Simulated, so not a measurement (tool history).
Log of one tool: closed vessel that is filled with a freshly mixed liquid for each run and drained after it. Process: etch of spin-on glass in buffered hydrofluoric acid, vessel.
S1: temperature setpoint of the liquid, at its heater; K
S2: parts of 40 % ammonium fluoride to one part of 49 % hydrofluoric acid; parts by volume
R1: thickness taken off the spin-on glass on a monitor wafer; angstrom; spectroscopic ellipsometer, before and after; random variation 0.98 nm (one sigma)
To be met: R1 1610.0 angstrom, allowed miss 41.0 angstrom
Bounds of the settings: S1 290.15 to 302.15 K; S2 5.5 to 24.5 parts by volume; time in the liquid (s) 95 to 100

Run 1, hour 0.0: S1 294.15 K, S2 15.0 parts by volume, time in the liquid (s) 95. Result: R1 2971.2 angstrom.
Run 2, hour 1.7: S1 293.65 K, S2 16.0 parts by volume, time in the liquid (s) 95. Result: R1 2678.3 angstrom.
Run 3, hour 3.3: S1 291.15 K, S2 16.0 parts by volume, time in the liquid (s) 95. Result: R1 2312.2 angstrom.
Run 4, hour 6.1: S1 291.15 K, S2 18.0 parts by volume, time in the liquid (s) 95. Result: R1 2050.5 angstrom.
Run 5, hour 12.8: S1 291.15 K, S2 18.5 parts by volume, time in the liquid (s) 95. Result: R1 2031.4 angstrom.
Run 6, hour 14.4: S1 291.15 K, S2 18.5 parts by volume, time in the liquid (s) 100. Result: R1 2111.1 angstrom.
Run 7, hour 20.8: S1 291.15 K, S2 19.0 parts by volume, time in the liquid (s) 100. Result: R1 2051.5 angstrom.
Run 8, hour 25.9: S1 291.15 K, S2 19.5 parts by volume, time in the liquid (s) 100. Result: R1 2013.2 angstrom.
Run 9, hour 29.5: S1 291.15 K, S2 20.0 parts by volume, time in the liquid (s) 100. Result: R1 1970.8 angstrom.
Run 10, hour 31.2: S1 290.15 K, S2 23.0 parts by volume, time in the liquid (s) 100. Result: R1 1707.2 angstrom.
Run 11, hour 39.1: S1 290.15 K, S2 23.5 parts by volume, time in the liquid (s) 100. Result: R1 1671.9 angstrom.

4 next moves are on the table. One of them brings every result within its allowed miss. Which?
Run A, hour 47.0: S1 290.65 K, S2 24.0 parts by volume, time in the liquid (s) 100. Result: R1 ?.
Run B, hour 47.0: S1 290.15 K, S2 22.0 parts by volume, time in the liquid (s) 100. Result: R1 ?.
Run C, hour 47.0: S1 290.15 K, S2 24.5 parts by volume, time in the liquid (s) 100. Result: R1 ?.
Run D, hour 47.0: S1 290.65 K, S2 23.0 parts by volume, time in the liquid (s) 100. Result: R1 ?.

move      R1
   A  1693.4
   B  1747.7
   C  1622.3
   D  1744.0
A: further off than the last run
B: further off than the last run
C: meets every target
D: further off than the last run
The right move is C.
